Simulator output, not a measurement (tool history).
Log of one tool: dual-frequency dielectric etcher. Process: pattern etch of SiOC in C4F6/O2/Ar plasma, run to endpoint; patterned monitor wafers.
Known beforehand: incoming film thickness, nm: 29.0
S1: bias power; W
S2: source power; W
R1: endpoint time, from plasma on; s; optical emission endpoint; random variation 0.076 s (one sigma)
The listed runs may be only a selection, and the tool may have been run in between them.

run	day	S1	S2	R1
1	0	514	250	11.46
2	0.075	514	270	11.16
3	0.346	448	270	11.915
4	0.683	468	270	11.472
5	0.8	485	270	11.448
# day 0.962: bias power generator calibrated
6	0.962	501	270	11.089
7	1.254	511	270	11.065

Predict the results of run 8:
8	1.392	522	270	?

{"run 8": {"R1": 11.008}}

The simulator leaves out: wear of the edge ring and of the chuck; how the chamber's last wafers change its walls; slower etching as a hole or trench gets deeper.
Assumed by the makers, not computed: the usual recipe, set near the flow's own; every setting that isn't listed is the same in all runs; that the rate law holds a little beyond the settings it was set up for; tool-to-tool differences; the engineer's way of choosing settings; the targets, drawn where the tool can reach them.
